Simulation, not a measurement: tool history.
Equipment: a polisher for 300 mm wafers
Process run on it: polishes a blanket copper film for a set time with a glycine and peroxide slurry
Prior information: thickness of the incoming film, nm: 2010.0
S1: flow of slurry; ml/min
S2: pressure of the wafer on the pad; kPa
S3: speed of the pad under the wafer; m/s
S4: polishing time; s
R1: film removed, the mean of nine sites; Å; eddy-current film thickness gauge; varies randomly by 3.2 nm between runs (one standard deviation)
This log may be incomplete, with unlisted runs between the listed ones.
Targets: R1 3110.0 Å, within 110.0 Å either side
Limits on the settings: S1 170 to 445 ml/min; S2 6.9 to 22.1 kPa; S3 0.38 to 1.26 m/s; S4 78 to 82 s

run	day	S1	S2	S3	S4	R1
1	0.000	285	14.5	0.82	78	2232.6
2	0.121	285	12.4	0.82	78	2013.4
3	0.171	285	13.8	0.82	78	2168.0
4	0.517	285	13.8	0.82	78	2164.8
5	0.846	225	13.8	0.82	78	2118.8
# day 1.046: worn pad replaced by a new one
6	1.046	225	13.8	0.90	78	2401.2
7	1.121	225	14.5	0.90	78	2499.1
8	1.192	225	15.2	0.90	78	2598.0

Exercise: of the 4 proposed moves below, exactly one satisfies all targets within the stated allowed misses. Which move is it?
A	1.262	170	16.5	1.18	78	?
B	1.262	270	13.8	1.18	79	?
C	1.262	200	13.1	0.90	78	?
D	1.262	280	17.2	0.90	78	?

move	R1
A	3070.3
B	2848.2
C	2263.2
D	2897.0
A: meets every target
B: nearer than the last run, and not there yet
C: its largest miss is bigger than the last run's
D: nearer than the last run, and not there yet
A meets every target.
